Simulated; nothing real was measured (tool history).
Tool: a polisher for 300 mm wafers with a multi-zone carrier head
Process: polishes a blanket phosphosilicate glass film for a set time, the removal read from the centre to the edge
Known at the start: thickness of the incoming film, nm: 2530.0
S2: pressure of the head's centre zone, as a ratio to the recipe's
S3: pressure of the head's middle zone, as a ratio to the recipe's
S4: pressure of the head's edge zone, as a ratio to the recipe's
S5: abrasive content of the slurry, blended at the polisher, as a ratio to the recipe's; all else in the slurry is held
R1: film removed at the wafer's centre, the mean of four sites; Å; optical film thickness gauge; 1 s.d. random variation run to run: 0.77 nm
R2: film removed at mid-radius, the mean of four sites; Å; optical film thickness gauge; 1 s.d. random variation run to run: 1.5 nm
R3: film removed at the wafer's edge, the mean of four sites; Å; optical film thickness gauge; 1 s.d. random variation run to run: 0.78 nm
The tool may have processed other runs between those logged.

{"run": 1, "hour": 0.0, "flow of slurry (ml/min)": 295, "S2": 1, "S3": 1, "S4": 1, "S5": 1, "polishing time (s)": 36, "R1": 1988.6, "R2": 1943.9, "R3": 1992.8}
{"run": 2, "hour": 6.0, "flow of slurry (ml/min)": 295, "S2": 1, "S3": 0.93, "S4": 1, "S5": 1, "polishing time (s)": 36, "R1": 2027.1, "R2": 1913.4, "R3": 1983.7}
{"run": 3, "hour": 12.4, "flow of slurry (ml/min)": 295, "S2": 1, "S3": 0.93, "S4": 0.93, "S5": 1, "polishing time (s)": 36, "R1": 1999.4, "R2": 1907.1, "R3": 1914.3}
{"run": 4, "hour": 17.7, "flow of slurry (ml/min)": 290, "S2": 0.97, "S3": 0.94, "S4": 0.9, "S5": 0.9, "polishing time (s)": 35, "R1": 1816.2, "R2": 1806.1, "R3": 1787.2}
{"run": 5, "hour": 25.7, "flow of slurry (ml/min)": 290, "S2": 1, "S3": 0.94, "S4": 0.9, "S5": 0.9, "polishing time (s)": 35, "R1": 1871.7, "R2": 1837.1, "R3": 1745.8}
{"run": 6, "hour": 33.6, "flow of slurry (ml/min)": 290, "S2": 1, "S3": 0.94, "S4": 0.82, "S5": 0.9, "polishing time (s)": 35, "R1": 1873.4, "R2": 1753.7, "R3": 1721.5}
{"run": 7, "hour": 41.7, "flow of slurry (ml/min)": 280, "S2": 0.97, "S3": 0.94, "S4": 0.82, "S5": 0.8, "polishing time (s)": 34, "R1": 1660.6, "R2": 1669, "R3": 1586.5}
{"run": 8, "hour": 45.4, "flow of slurry (ml/min)": 270, "S2": 0.95, "S3": 0.93, "S4": 0.82, "S5": 0.75, "polishing time (s)": 33, "R1": 1558.8, "R2": 1551.3, "R3": 1495.3}
{"run": 9, "hour": 50.8, "flow of slurry (ml/min)": 270, "S2": 0.95, "S3": 0.93, "S4": 0.82, "S5": 0.75, "polishing time (s)": 33, "R1": 1559.7, "R2": 1569.8, "R3": 1481}
{"run": 10, "hour": 52.5, "flow of slurry (ml/min)": 260, "S2": 0.92, "S3": 0.92, "S4": 0.82, "S5": 0.7, "polishing time (s)": 33, "R1": 1468.2, "R2": 1512.5, "R3": 1451.7}
{"run": 11, "hour": 59.6, "flow of slurry (ml/min)": 255, "S2": 0.86, "S3": 0.98, "S4": 0.81, "S5": 0.5, "polishing time (s)": 30, "R1": 1114.7, "R2": 1271.3, "R3": 1181}

Predict the results of run 12:
{"run": 12, "hour": 61.1, "flow of slurry (ml/min)": 275, "S2": 0.87, "S3": 0.99, "S4": 0.82, "S5": 0.5, "polishing time (s)": 30, "R1": "?", "R2": "?", "R3": "?"}

{"run 12": {"R1": 1134.8, "R2": 1289.6, "R3": 1194.4}}
